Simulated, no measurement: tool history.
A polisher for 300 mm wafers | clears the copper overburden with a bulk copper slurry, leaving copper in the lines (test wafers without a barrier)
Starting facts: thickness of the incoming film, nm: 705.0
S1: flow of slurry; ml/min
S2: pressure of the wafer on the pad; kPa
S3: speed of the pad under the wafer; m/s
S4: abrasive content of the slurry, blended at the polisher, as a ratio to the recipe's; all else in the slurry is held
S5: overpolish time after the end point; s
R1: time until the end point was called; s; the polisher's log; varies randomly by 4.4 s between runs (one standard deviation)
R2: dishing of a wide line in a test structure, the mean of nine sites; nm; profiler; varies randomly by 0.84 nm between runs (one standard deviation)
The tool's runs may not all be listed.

run,hour,S1,S2,S3,S4,S5,R1,R2
1,0.0,190,12.4,1.28,1.0,22,117.69,66.400
2,9.0,190,12.4,1.28,1.0,26,115.70,72.670
3,13.4,190,13.8,1.28,1.0,26,109.09,76.415
4,16.9,190,12.4,1.18,1.0,26,126.08,71.759
5,23.5,190,12.4,1.18,1.1,26,124.84,70.210
6,24.6,190,11.7,1.10,1.1,26,140.59,65.313
7,32.3,190,11.0,1.04,1.1,26,157.66,61.943
8,35.1,190,10.3,1.00,1.1,26,172.72,55.913
9,40.7,190,9.7,0.98,1.1,27,178.88,55.482
10,48.2,190,9.0,0.94,1.1,27,200.63,49.696
11,56.3,190,8.3,0.92,1.1,28,214.88,48.886

What does the tool deliver on the next run?
12,64.3,190,5.5,0.84,1.1,29,?,?

Logged for run 12: R1 316.46 s, R2 38.149 nm.
